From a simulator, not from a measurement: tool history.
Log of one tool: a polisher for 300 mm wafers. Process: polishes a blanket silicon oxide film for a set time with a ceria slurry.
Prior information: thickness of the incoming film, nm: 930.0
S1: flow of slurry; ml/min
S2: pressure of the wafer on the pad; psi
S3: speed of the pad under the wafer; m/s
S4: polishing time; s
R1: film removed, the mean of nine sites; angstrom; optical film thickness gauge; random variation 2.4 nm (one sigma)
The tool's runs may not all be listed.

run,hour,S1,S2,S3,S4,R1
1,0,125,3.9,0.96,82,4205.9
2,8.2,120,3.2,0.88,82,3186
3,9.5,115,2.8,0.84,82,2707.2
4,15,115,2.8,0.84,86,2767.8
5,21.7,110,2.5,0.82,86,2439.8
6,30.5,105,2.3,0.82,86,2248.7

Expected results for the next run?
7,33.5,100,2.2,0.82,86,?

R1: 2110.7 angstrom

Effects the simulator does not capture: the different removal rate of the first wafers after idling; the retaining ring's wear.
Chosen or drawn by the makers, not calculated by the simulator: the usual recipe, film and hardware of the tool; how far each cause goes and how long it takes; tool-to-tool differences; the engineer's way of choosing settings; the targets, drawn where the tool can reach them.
